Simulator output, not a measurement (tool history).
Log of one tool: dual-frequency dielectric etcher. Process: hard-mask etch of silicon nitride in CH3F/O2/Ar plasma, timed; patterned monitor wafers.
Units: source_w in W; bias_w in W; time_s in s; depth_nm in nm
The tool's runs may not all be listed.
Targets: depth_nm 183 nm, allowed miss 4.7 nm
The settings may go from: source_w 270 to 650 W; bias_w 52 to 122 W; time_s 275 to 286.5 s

{"run": 1, "hour": 0.0, "source_w": 460, "bias_w": 87, "time_s": 275, "depth_nm": 236.04}
{"run": 2, "hour": 2.2, "source_w": 460, "bias_w": 77, "time_s": 275, "depth_nm": 229.62}
{"run": 3, "hour": 9.2, "source_w": 460, "bias_w": 68, "time_s": 275, "depth_nm": 225.4}
{"run": 4, "hour": 12.9, "source_w": 460, "bias_w": 68, "time_s": 286.5, "depth_nm": 231.6}
{"run": 5, "hour": 20.9, "source_w": 430, "bias_w": 65, "time_s": 284.5, "depth_nm": 220.48}
{"run": 6, "hour": 28.7, "source_w": 410, "bias_w": 64, "time_s": 284.5, "depth_nm": 215.46}
{"run": 7, "hour": 35.5, "source_w": 390, "bias_w": 63, "time_s": 284, "depth_nm": 208.65}
{"run": 8, "hour": 44.0, "source_w": 370, "bias_w": 62, "time_s": 284, "depth_nm": 201.83}
{"run": 9, "hour": 52.7, "source_w": 360, "bias_w": 62, "time_s": 284, "depth_nm": 196.79}
{"run": 10, "hour": 58.4, "source_w": 290, "bias_w": 59, "time_s": 283.5, "depth_nm": 174.68}

Which of these 4 next moves meets every target?
{"run": "A", "hour": 64.1, "source_w": 280, "bias_w": 69, "time_s": 277.5, "depth_nm": "?"}
{"run": "B", "hour": 64.1, "source_w": 280, "bias_w": 55, "time_s": 279.5, "depth_nm": "?"}
{"run": "C", "hour": 64.1, "source_w": 310, "bias_w": 65, "time_s": 280.5, "depth_nm": "?"}
{"run": "D", "hour": 64.1, "source_w": 270, "bias_w": 68, "time_s": 277, "depth_nm": "?"}

move=A depth_nm=173.46
move=B depth_nm=166.44
move=C depth_nm=183.46
move=D depth_nm=168.88
A: further off than the last run
B: further off than the last run
C: meets every target
D: further off than the last run
The right move is C.

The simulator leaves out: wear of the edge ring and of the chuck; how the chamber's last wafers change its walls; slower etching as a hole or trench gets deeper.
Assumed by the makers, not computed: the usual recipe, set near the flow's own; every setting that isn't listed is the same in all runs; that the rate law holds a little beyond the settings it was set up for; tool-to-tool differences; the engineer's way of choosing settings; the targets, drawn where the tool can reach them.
